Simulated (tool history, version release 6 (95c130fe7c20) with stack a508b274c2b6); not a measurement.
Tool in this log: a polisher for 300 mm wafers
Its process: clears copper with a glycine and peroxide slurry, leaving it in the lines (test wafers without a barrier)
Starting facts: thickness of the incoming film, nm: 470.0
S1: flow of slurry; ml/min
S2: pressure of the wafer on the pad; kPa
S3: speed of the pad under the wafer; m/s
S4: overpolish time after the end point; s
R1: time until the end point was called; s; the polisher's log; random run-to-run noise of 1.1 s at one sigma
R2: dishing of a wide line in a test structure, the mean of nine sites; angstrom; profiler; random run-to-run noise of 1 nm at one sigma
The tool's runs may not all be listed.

{"run": 1, "hour": 0.0, "S1": 270, "S2": 22.1, "S3": 0.92, "S4": 23, "R1": 88.316, "R2": 639.39}
{"run": 2, "hour": 5.0, "S1": 270, "S2": 22.1, "S3": 1.08, "S4": 23, "R1": 82.151, "R2": 675.44}
{"run": 3, "hour": 11.0, "S1": 275, "S2": 23.4, "S3": 1.04, "S4": 21, "R1": 77.054, "R2": 654.61}
{"run": 4, "hour": 14.3, "S1": 275, "S2": 23.4, "S3": 1.26, "S4": 21, "R1": 64.811, "R2": 699.83}
{"run": 5, "hour": 16.5, "S1": 275, "S2": 22.8, "S3": 1.28, "S4": 19, "R1": 67.578, "R2": 645.6}
{"run": 6, "hour": 21.3, "S1": 275, "S2": 22.8, "S3": 1.3, "S4": 17, "R1": 65.947, "R2": 628.47}

Expected results for the next run?
{"run": 7, "hour": 23.5, "S1": 280, "S2": 22.8, "S3": 1.32, "S4": 15, "R1": "?", "R2": "?"}

R1: 63.44 s
R2: 576.27 angstrom
